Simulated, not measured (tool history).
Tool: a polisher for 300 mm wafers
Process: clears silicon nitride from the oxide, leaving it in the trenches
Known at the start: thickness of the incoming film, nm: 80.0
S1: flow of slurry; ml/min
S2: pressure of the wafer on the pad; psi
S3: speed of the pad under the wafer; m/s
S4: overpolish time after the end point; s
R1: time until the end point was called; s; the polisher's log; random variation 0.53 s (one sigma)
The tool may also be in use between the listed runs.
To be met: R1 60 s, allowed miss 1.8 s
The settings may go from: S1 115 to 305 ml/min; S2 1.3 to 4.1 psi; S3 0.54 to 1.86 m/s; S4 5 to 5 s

| run | day | S1 | S2 | S3 | S4 | R1 |
|---|---|---|---|---|---|---|
| 1 | 0 | 195 | 2.7 | 1.18 | 5 | 89.251 |
| 2 | 0.112 | 195 | 3 | 1.18 | 5 | 79.769 |
| 3 | 0.233 | 195 | 3 | 1.18 | 5 | 78.844 |
| 4 | 0.592 | 240 | 3 | 1.18 | 5 | 78.094 |
| 5 | 0.788 | 240 | 3.1 | 1.18 | 5 | 73.667 |
| 6 | 0.942 | 240 | 3.1 | 1.18 | 5 | 74.678 |
| 7 | 1.179 | 240 | 3.2 | 1.18 | 5 | 73.072 |
| 8 | 1.542 | 240 | 3.3 | 1.18 | 5 | 71.387 |
| 9 | 1.733 | 240 | 3.4 | 1.18 | 5 | 68.353 |
| 10 | 2.075 | 240 | 3.5 | 1.18 | 5 | 66.99 |

5 next moves are on the table. One of them brings every result within its allowed miss. Which?
| A | 2.417 | 230 | 4.1 | 1.22 | 5 | ? |
| B | 2.417 | 240 | 3.9 | 1.24 | 5 | ? |
| C | 2.417 | 235 | 4 | 1.1 | 5 | ? |
| D | 2.417 | 235 | 3.4 | 1.14 | 5 | ? |
| E | 2.417 | 260 | 4.1 | 1.12 | 5 | ? |

| move | R1 |
|---|---|
| A | 55.903 |
| B | 57.496 |
| C | 63.155 |
| D | 71.516 |
| E | 59.889 |
A: takes the result that was furthest off past its target
B: takes the result that was furthest off past its target
C: nearer than the last run, and not there yet
D: further off than the last run
E: meets every target
Move E is the one to make.

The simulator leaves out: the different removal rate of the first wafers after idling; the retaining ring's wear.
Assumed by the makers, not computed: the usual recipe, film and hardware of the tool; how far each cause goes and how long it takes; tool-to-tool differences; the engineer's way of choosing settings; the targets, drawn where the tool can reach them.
